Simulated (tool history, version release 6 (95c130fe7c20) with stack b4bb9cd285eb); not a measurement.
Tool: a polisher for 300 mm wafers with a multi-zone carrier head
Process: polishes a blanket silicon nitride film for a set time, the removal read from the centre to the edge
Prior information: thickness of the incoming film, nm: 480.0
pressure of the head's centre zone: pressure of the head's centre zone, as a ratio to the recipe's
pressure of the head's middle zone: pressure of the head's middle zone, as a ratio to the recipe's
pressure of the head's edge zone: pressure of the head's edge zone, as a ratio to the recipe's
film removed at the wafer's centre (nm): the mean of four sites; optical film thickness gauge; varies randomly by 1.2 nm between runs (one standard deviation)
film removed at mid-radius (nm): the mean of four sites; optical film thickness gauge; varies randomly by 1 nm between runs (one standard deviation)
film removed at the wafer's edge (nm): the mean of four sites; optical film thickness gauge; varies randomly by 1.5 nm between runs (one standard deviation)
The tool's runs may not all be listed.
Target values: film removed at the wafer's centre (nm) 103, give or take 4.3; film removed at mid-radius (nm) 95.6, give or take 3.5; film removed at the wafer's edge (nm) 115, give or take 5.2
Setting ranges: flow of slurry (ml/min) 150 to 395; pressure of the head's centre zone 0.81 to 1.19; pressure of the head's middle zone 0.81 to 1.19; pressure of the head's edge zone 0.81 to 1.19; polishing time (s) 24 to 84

run	hour	flow of slurry (ml/min)	pressure of the head's centre zone	pressure of the head's middle zone	pressure of the head's edge zone	polishing time (s)	film removed at the wafer's centre (nm)	film removed at mid-radius (nm)	film removed at the wafer's edge (nm)
1	0	250	1	1	1	54	126.14	127.02	124.84
2	3.5	245	0.98	0.96	1.01	53	120.46	121.57	121.19
3	4.4	210	0.98	0.96	1.01	53	119.21	119.9	120.88
4	11.6	205	0.98	0.93	1.04	52	113.34	113.69	118.53
5	15.3	205	0.9	0.93	1.04	52	105.98	113.84	120.6
6	20.9	205	0.92	0.9	1.06	51	106.91	109.09	119.71
7	25.6	205	0.92	0.88	1.07	50	103.13	102.81	118.05
8	26.4	205	0.92	0.87	1.07	50	102.66	104.98	115.13
9	28.4	200	0.93	0.86	1.09	50	107.16	99.658	117.66
10	36.8	200	0.93	0.85	1.09	50	103.19	101.72	121.73
11	39	190	0.99	0.83	1.05	47	103.54	92.004	107.32
12	43.3	195	0.98	0.83	1.06	47	102.5	92.723	108.12

Consider the 5 candidate settings below. Which is the only one whose results all fall within their allowed miss of target?
A	47.6	205	0.96	0.85	1.11	48	?	?	?
B	47.6	315	1.01	1.02	1.19	39	?	?	?
C	47.6	150	0.91	1.02	0.93	47	?	?	?
D	47.6	300	0.93	0.92	1.03	43	?	?	?
E	47.6	180	0.87	0.89	1.09	49	?	?	?

move	film removed at the wafer's centre (nm)	film removed at mid-radius (nm)	film removed at the wafer's edge (nm)
A	106.33	97.44	114.89
B	95.724	96.399	99.904
C	94.053	106.41	99.728
D	96.581	97.101	102.16
E	96.467	101.63	114.7
A: hits every target within its allowed miss
B: further off than the last run
C: further off than the last run
D: further off than the last run
E: gets the furthest-off result to its target, but another result is out of tolerance
So the answer is move A, the one that meets all the targets.

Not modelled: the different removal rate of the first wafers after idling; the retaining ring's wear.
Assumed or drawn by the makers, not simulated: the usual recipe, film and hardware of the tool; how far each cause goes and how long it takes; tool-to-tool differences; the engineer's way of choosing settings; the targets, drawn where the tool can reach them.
